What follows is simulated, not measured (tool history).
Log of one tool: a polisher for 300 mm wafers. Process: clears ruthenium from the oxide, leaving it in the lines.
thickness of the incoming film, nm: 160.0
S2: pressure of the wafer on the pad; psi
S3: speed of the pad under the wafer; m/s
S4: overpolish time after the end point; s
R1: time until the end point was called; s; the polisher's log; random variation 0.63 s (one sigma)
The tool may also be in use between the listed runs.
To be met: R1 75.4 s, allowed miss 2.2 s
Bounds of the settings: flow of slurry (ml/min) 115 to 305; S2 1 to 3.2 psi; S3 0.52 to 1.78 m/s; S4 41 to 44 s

Run 1, hour 0: flow of slurry (ml/min) 195, S2 2.1 psi, S3 1.14 m/s, S4 41 s. Result: R1 104.52 s.
Run 2, hour 8.6: flow of slurry (ml/min) 200, S2 2.2 psi, S3 1.14 m/s, S4 41 s. Result: R1 99.262 s.
Run 3, hour 15.8: flow of slurry (ml/min) 200, S2 2.2 psi, S3 0.96 m/s, S4 41 s. Result: R1 118.35 s.
Run 4, hour 23.1: flow of slurry (ml/min) 205, S2 2.4 psi, S3 0.96 m/s, S4 41 s. Result: R1 109.43 s.
Run 5, hour 29.7: flow of slurry (ml/min) 205, S2 2.4 psi, S3 0.84 m/s, S4 41 s. Result: R1 123.84 s.
Run 6, hour 35.2: flow of slurry (ml/min) 205, S2 2.4 psi, S3 1 m/s, S4 41 s. Result: R1 106.57 s.
Run 7, hour 40: flow of slurry (ml/min) 205, S2 2.6 psi, S3 1.02 m/s, S4 41 s. Result: R1 96.341 s.
Run 8, hour 44.6: flow of slurry (ml/min) 205, S2 2.7 psi, S3 1.02 m/s, S4 41 s. Result: R1 93.484 s.
Run 9, hour 50: flow of slurry (ml/min) 210, S2 2.8 psi, S3 1.02 m/s, S4 41 s. Result: R1 89.415 s.
Run 10, hour 57.5: flow of slurry (ml/min) 210, S2 2.9 psi, S3 1.02 m/s, S4 41 s. Result: R1 86.324 s.
Run 11, hour 63.9: flow of slurry (ml/min) 210, S2 3 psi, S3 1.02 m/s, S4 41 s. Result: R1 83.385 s.
Run 12, hour 65.3: flow of slurry (ml/min) 215, S2 3.1 psi, S3 1.04 m/s, S4 41 s. Result: R1 80.309 s.

4 next moves are on the table. One of them brings every result within its allowed miss. Which?
Run A, hour 66.7: flow of slurry (ml/min) 175, S2 3.2 psi, S3 0.96 m/s, S4 43 s. Result: R1 ?.
Run B, hour 66.7: flow of slurry (ml/min) 190, S2 3 psi, S3 1.06 m/s, S4 42 s. Result: R1 ?.
Run C, hour 66.7: flow of slurry (ml/min) 210, S2 3.2 psi, S3 1.16 m/s, S4 41 s. Result: R1 ?.
Run D, hour 66.7: flow of slurry (ml/min) 245, S2 3.2 psi, S3 1.06 m/s, S4 44 s. Result: R1 ?.

move      R1
   A  86.349
   B  82.519
   C  70.596
   D  75.552
A: further off than the last run
B: further off than the last run
C: takes the result that was furthest off past its target
D: meets every target
Move D is the one to make.

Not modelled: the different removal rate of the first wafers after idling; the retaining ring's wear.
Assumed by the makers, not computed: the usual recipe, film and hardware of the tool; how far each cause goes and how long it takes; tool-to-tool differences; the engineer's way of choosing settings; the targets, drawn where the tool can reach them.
